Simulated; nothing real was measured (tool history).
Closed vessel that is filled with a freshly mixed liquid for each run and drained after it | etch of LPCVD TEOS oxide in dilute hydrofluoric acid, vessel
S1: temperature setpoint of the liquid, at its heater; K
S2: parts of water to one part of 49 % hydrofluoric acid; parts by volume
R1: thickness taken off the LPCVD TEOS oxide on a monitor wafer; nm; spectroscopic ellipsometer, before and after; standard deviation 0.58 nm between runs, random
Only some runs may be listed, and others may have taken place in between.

Run 1, hour 0: S1 293.15 K, S2 55 parts by volume, time in the liquid (s) 95. Result: R1 60.827 nm.
Run 2, hour 6.8: S1 294.65 K, S2 55 parts by volume, time in the liquid (s) 95. Result: R1 64.769 nm.
Run 3, hour 10: S1 294.65 K, S2 65 parts by volume, time in the liquid (s) 95. Result: R1 53.514 nm.
Run 4, hour 10.8: S1 292.15 K, S2 65 parts by volume, time in the liquid (s) 95. Result: R1 48.748 nm.
Run 5, hour 17.2: S1 292.15 K, S2 65 parts by volume, time in the liquid (s) 95. Result: R1 48.073 nm.
Run 6, hour 21.8: S1 293.15 K, S2 65 parts by volume, time in the liquid (s) 95. Result: R1 50.012 nm.

For run 7, what comes out?
Run 7, hour 24: S1 294.15 K, S2 65 parts by volume, time in the liquid (s) 95. Result: R1 ?.

{"run 7": {"R1": 52.849}}

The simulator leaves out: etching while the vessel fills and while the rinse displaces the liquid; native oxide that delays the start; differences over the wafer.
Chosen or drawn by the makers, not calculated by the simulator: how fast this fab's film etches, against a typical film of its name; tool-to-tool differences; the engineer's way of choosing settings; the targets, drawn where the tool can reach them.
